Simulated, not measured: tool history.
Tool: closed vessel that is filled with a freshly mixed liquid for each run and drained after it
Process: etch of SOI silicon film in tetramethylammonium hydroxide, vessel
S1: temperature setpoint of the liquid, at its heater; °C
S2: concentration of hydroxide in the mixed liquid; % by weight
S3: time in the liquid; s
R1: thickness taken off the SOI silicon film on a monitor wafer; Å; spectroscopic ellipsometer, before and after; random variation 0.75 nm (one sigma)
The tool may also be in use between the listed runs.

{"run": 1, "day": 0.0, "S1": 63, "S2": 12, "S3": 30, "R1": 1290.1}
{"run": 2, "day": 0.383, "S1": 63, "S2": 10, "S3": 30, "R1": 1361.3}
{"run": 3, "day": 0.596, "S1": 61.5, "S2": 10, "S3": 30, "R1": 1252.9}
{"run": 4, "day": 0.788, "S1": 61.5, "S2": 11.5, "S3": 30, "R1": 1192.2}
{"run": 5, "day": 1.0, "S1": 61.5, "S2": 11.5, "S3": 30, "R1": 1190.1}
{"run": 6, "day": 1.217, "S1": 60.5, "S2": 11.5, "S3": 30, "R1": 1124}
{"run": 7, "day": 1.467, "S1": 60, "S2": 11.5, "S3": 30, "R1": 1074}
{"run": 8, "day": 1.55, "S1": 59.5, "S2": 11.5, "S3": 30, "R1": 1045.9}

Run 9 is up next; what results do you expect?
{"run": 9, "day": 1.729, "S1": 59, "S2": 11.5, "S3": 30, "R1": "?"}

For run 9 the tool returned R1 1013.7 Å.
